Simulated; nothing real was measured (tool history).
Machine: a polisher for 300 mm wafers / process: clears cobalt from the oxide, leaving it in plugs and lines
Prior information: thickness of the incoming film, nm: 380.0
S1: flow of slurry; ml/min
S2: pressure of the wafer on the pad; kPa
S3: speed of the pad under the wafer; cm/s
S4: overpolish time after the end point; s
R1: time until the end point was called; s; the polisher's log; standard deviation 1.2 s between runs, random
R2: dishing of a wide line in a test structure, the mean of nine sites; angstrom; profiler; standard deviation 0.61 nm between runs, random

run,day,S1,S2,S3,S4,R1,R2
1,0.000,285,10.3,110,17,79.509,428.50
2,0.288,245,10.3,110,17,79.793,419.82
3,0.571,240,9.0,110,14,92.620,373.02
4,0.779,240,10.3,110,14,80.019,374.52
5,0.867,235,9.0,108,11,93.015,295.76
6,1.021,235,8.3,108,10,99.600,255.99
7,1.304,235,7.6,108,10,108.300,245.88
8,1.429,235,7.6,108,10,109.610,243.03

Forecast run 9:
9,1.800,235,7.6,108,11,?,?

Run 9 yielded R1 108.260 s, R2 254.96 angstrom.
